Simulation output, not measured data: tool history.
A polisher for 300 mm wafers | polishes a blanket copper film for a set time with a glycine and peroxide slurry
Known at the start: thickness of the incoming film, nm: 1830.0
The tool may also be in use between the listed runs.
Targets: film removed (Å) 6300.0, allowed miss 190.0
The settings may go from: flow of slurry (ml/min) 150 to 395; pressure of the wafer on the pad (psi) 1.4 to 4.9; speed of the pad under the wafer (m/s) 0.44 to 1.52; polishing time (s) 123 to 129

| run | hour | flow of slurry (ml/min) | pressure of the wafer on the pad (psi) | speed of the pad under the wafer (m/s) | polishing time (s) | film removed (Å) |
|---|---|---|---|---|---|---|
| 1 | 0.0 | 250 | 3.1 | 0.98 | 123 | 7622.9 |
| 2 | 1.6 | 250 | 3.7 | 0.98 | 123 | 8704.1 |
| 3 | 7.2 | 250 | 3.6 | 0.98 | 123 | 8484.5 |
| 4 | 14.5 | 250 | 3.2 | 0.98 | 123 | 7658.8 |
| 5 | 18.5 | 250 | 3.2 | 1.18 | 123 | 8466.9 |
| 6 | 20.1 | 250 | 3.1 | 1.18 | 123 | 8285.1 |
| 7 | 28.9 | 250 | 3.0 | 1.18 | 123 | 8122.2 |
| 8 | 36.1 | 240 | 2.1 | 1.16 | 123 | 5797.6 |
| 9 | 44.8 | 245 | 2.1 | 1.16 | 123 | 6015.0 |
| 10 | 48.9 | 250 | 2.1 | 1.16 | 123 | 5959.9 |
| 11 | 55.5 | 255 | 2.1 | 1.16 | 123 | 5999.4 |
| 12 | 56.9 | 260 | 2.1 | 1.16 | 123 | 6009.3 |
| 13 | 57.6 | 265 | 2.1 | 1.16 | 123 | 5987.4 |

5 next moves are on the table. One of them brings every result within its allowed miss. Which?
| A | 58.3 | 245 | 2.3 | 1.14 | 124 | ? |
| B | 58.3 | 270 | 1.9 | 1.26 | 123 | ? |
| C | 58.3 | 260 | 2.2 | 1.06 | 123 | ? |
| D | 58.3 | 245 | 2.2 | 1.10 | 123 | ? |
| E | 58.3 | 255 | 1.9 | 1.22 | 123 | ? |

| move | film removed (Å) |
|---|---|
| A | 6425.8 |
| B | 5827.5 |
| C | 5971.7 |
| D | 6040.7 |
| E | 5695.6 |
A: meets every target
B: further off than the last run
C: further off than the last run
D: nearer than the last run, and not there yet
E: further off than the last run
The right move is A.
